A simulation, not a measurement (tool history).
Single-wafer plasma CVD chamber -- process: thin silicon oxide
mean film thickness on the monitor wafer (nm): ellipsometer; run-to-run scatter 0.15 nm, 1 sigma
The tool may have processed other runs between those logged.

run,day,heater temperature setpoint (°C),chamber pressure (Pa),RF power (kW),deposition time (s),mean film thickness on the monitor wafer (nm)
1,0,380,135,0.335,9.53,22.211
2,0.067,380,135,0.335,9.83,23.035
3,0.275,372,135,0.335,9.83,23.089
4,0.596,372,115,0.335,9.83,19.928
5,0.683,372,127,0.335,9.83,22.012
6,0.862,372,135,0.335,9.83,23.119
7,0.938,372,140,0.335,9.83,23.723

What will run 8 give?
8,0.958,372,145,0.335,9.83,?

{"run 8": {"mean film thickness on the monitor wafer (nm)": 24.441}}
